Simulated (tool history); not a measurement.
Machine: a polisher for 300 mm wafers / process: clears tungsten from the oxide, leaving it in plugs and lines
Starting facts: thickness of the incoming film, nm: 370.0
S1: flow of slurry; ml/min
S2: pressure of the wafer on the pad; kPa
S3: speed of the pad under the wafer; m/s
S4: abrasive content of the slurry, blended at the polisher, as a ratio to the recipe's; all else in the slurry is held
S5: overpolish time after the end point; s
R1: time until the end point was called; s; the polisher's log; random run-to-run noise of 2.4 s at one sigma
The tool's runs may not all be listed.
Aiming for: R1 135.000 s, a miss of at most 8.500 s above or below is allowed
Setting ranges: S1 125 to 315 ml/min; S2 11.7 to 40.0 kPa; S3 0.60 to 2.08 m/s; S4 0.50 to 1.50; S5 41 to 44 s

Run 1, hour 0.0: S1 205 ml/min, S2 25.5 kPa, S3 1.34 m/s, S4 1.00, S5 41 s. Result: R1 76.393 s.
Run 2, hour 4.7: S1 205 ml/min, S2 25.5 kPa, S3 1.34 m/s, S4 1.20, S5 41 s. Result: R1 74.813 s.
Run 3, hour 12.6: S1 205 ml/min, S2 25.5 kPa, S3 1.34 m/s, S4 1.20, S5 44 s. Result: R1 74.437 s.
Run 4, hour 18.0: S1 205 ml/min, S2 31.7 kPa, S3 1.34 m/s, S4 1.20, S5 44 s. Result: R1 60.101 s.
Run 5, hour 26.0: S1 205 ml/min, S2 28.3 kPa, S3 1.30 m/s, S4 1.20, S5 44 s. Result: R1 69.582 s.
Run 6, hour 33.3: S1 205 ml/min, S2 33.1 kPa, S3 1.30 m/s, S4 1.20, S5 44 s. Result: R1 60.717 s.
Run 7, hour 38.6: S1 205 ml/min, S2 29.6 kPa, S3 1.24 m/s, S4 1.20, S5 44 s. Result: R1 68.977 s.
Run 8, hour 46.7: S1 205 ml/min, S2 26.9 kPa, S3 1.20 m/s, S4 1.20, S5 44 s. Result: R1 77.092 s.
Run 9, hour 50.3: S1 205 ml/min, S2 24.8 kPa, S3 1.16 m/s, S4 1.20, S5 44 s. Result: R1 85.880 s.
Run 10, hour 56.3: S1 205 ml/min, S2 22.8 kPa, S3 1.14 m/s, S4 1.20, S5 44 s. Result: R1 92.288 s.
Run 11, hour 58.2: S1 205 ml/min, S2 21.4 kPa, S3 1.12 m/s, S4 1.20, S5 44 s. Result: R1 106.010 s.

Exactly one of the 5 candidate moves below puts every result within its allowed miss. Which one?
Run A, hour 60.1: S1 215 ml/min, S2 20.7 kPa, S3 1.14 m/s, S4 1.30, S5 44 s. Result: R1 ?.
Run B, hour 60.1: S1 255 ml/min, S2 20.0 kPa, S3 0.74 m/s, S4 1.20, S5 41 s. Result: R1 ?.
Run C, hour 60.1: S1 285 ml/min, S2 22.8 kPa, S3 0.64 m/s, S4 1.40, S5 41 s. Result: R1 ?.
Run D, hour 60.1: S1 215 ml/min, S2 24.1 kPa, S3 1.14 m/s, S4 1.25, S5 44 s. Result: R1 ?.
Run E, hour 60.1: S1 180 ml/min, S2 17.9 kPa, S3 0.98 m/s, S4 1.30, S5 43 s. Result: R1 ?.

move       R1
   A  102.440
   B  159.820
   C  155.480
   D   90.960
   E  136.720
A: its largest miss is bigger than the last run's
B: takes the biggest miss from the last run beyond its target
C: takes the biggest miss from the last run beyond its target
D: its largest miss is bigger than the last run's
E: all results in spec
The right move is E.
